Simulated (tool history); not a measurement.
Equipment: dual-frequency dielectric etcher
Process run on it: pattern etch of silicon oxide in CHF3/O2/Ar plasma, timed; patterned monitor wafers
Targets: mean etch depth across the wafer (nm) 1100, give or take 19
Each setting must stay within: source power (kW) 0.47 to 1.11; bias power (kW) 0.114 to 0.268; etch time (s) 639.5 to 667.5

run	hour	source power (kW)	bias power (kW)	etch time (s)	mean etch depth across the wafer (nm)
1	0	0.79	0.191	639.5	1328.6
2	8.8	0.84	0.191	639.5	1361.1
3	11.6	0.73	0.182	639.5	1265.2
4	19.5	0.66	0.179	639.5	1200.1
5	25.9	0.66	0.179	639.5	1203.6
6	27.4	0.66	0.179	639.5	1203.3
7	31.6	0.62	0.178	639.5	1177.2
8	36.1	0.48	0.172	639.5	1035.1
9	38.1	0.5	0.173	639.5	1061.1
10	39.7	0.57	0.175	639.5	1121.8

Which one of the following 5 next-run settings gets every result inside its allowed miss? There is exactly one.
A	41.3	0.58	0.164	655.5	?
B	41.3	0.58	0.173	660.5	?
C	41.3	0.54	0.179	667.5	?
D	41.3	0.57	0.175	643	?
E	41.3	0.68	0.13	639.5	?

move	mean etch depth across the wafer (nm)
A	1126.9
B	1156.6
C	1146.9
D	1122
E	1089.9
A: its largest miss is bigger than the last run's
B: its largest miss is bigger than the last run's
C: its largest miss is bigger than the last run's
D: just as far off the targets as the last run
E: meets every target
Answer: E
